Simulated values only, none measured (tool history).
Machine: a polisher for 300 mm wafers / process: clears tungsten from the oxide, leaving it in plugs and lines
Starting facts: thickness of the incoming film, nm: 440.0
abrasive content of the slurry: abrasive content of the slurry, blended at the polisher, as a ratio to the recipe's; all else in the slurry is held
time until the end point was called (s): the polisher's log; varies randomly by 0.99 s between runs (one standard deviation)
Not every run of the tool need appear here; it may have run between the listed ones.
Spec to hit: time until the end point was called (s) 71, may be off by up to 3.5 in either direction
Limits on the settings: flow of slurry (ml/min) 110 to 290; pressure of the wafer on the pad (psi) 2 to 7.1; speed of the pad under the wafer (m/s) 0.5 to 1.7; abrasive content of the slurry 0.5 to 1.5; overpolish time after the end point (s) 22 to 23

run	hour	flow of slurry (ml/min)	pressure of the wafer on the pad (psi)	speed of the pad under the wafer (m/s)	abrasive content of the slurry	overpolish time after the end point (s)	time until the end point was called (s)
1	0	185	4.5	1.1	1	22	88.303
2	8	185	4.6	1.1	1	22	85.459
3	9.3	185	3.5	1.1	1	22	109.66
4	9.8	185	3.7	1.1	1	22	104.34
5	11.3	185	3.7	1.1	1.2	22	101.51
6	16.3	185	3.7	1.3	1.2	22	91.95
7	18.5	185	3.8	1.3	1.2	22	88.728
8	19.4	185	3.9	1.3	1.2	22	88.44
9	27.3	185	5	1.32	1.2	22	68.47

Of the 5 settings listed for the next run, only one would bring every result within its allowed miss of target. Which one?
A	35.2	170	5.2	1.4	1.25	23	?
B	35.2	190	4.9	1.44	1.2	22	?
C	35.2	170	4.7	1.38	1.15	22	?
D	35.2	190	5.3	1.3	1.3	22	?
E	35.2	205	5.2	1.34	1.3	22	?

move	time until the end point was called (s)
A	63.377
B	65.649
C	72.092
D	64.112
E	63.428
A: lands further from the targets than the last run did
B: lands further from the targets than the last run did
C: every result lands within tolerance
D: lands further from the targets than the last run did
E: lands further from the targets than the last run did
The right move is C.
